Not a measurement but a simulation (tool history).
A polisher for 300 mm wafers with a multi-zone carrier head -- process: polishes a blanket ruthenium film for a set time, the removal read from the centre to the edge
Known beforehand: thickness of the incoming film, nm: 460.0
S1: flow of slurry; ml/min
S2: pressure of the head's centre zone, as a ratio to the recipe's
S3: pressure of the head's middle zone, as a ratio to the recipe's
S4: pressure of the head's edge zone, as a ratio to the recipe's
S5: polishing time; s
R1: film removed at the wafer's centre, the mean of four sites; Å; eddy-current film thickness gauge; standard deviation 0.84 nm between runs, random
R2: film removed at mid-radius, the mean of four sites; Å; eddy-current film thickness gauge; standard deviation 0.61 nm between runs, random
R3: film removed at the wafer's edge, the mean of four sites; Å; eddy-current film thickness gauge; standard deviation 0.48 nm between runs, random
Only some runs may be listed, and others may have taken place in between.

{"run": 1, "hour": 0.0, "S1": 150, "S2": 1.0, "S3": 1.0, "S4": 1.0, "S5": 31, "R1": 397.01, "R2": 400.94, "R3": 393.13}
{"run": 2, "hour": 8.5, "S1": 165, "S2": 1.06, "S3": 1.06, "S4": 0.99, "S5": 32, "R1": 447.38, "R2": 439.06, "R3": 405.32}
{"run": 3, "hour": 10.2, "S1": 130, "S2": 1.06, "S3": 1.06, "S4": 0.99, "S5": 32, "R1": 421.02, "R2": 427.07, "R3": 393.56}
{"run": 4, "hour": 16.8, "S1": 145, "S2": 1.1, "S3": 1.1, "S4": 0.99, "S5": 33, "R1": 459.86, "R2": 464.17, "R3": 415.77}
{"run": 5, "hour": 21.3, "S1": 145, "S2": 1.1, "S3": 1.03, "S4": 0.99, "S5": 33, "R1": 455.33, "R2": 435.87, "R3": 407.52}
{"run": 6, "hour": 27.3, "S1": 160, "S2": 1.13, "S3": 1.08, "S4": 0.98, "S5": 34, "R1": 494.18, "R2": 478.47, "R3": 432.02}
{"run": 7, "hour": 29.4, "S1": 175, "S2": 1.15, "S3": 1.11, "S4": 0.95, "S5": 34, "R1": 526.16, "R2": 490.38, "R3": 425.17}
{"run": 8, "hour": 34.8, "S1": 180, "S2": 1.15, "S3": 1.14, "S4": 0.95, "S5": 34, "R1": 532.33, "R2": 509.31, "R3": 426.84}

Estimate the outcome of run 9 from the log above:
{"run": 9, "hour": 41.9, "S1": 185, "S2": 1.15, "S3": 1.15, "S4": 0.96, "S5": 34, "R1": "?", "R2": "?", "R3": "?"}

R1: 526.76 Å
R2: 521.56 Å
R3: 433.31 Å
